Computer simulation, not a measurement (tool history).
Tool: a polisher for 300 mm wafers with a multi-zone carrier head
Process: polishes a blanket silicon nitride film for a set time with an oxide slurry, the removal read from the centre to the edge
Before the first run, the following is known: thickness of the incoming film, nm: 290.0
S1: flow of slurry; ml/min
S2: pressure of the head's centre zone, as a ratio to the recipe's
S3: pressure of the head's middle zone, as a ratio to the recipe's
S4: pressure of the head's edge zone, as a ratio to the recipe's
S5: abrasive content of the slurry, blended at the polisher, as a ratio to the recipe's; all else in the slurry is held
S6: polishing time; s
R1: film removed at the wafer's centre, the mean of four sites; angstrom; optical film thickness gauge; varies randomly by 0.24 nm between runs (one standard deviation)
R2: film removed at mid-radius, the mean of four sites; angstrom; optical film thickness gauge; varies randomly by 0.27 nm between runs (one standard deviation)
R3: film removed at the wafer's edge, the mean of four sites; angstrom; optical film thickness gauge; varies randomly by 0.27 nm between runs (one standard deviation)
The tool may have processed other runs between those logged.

run	hour	S1	S2	S3	S4	S5	S6	R1	R2	R3
1	0.0	250	1.00	1.00	1.00	1.00	68	379.43	391.24	389.53
2	4.1	250	1.00	0.96	1.00	1.00	68	379.56	376.14	393.75
3	11.8	250	0.92	0.96	1.00	1.00	68	350.05	379.09	386.48
4	17.6	250	0.92	0.96	1.00	1.15	68	370.92	404.89	417.03
5	24.5	250	0.88	0.96	1.00	1.15	68	356.66	408.58	413.16
6	32.8	240	0.91	0.92	0.96	1.15	68	368.70	393.27	405.92

Forecast run 7:
7	41.7	230	0.94	0.89	0.95	1.10	68	?	?	?

{"run 7": {"R1": 368.58, "R2": 371.02, "R3": 392.94}}
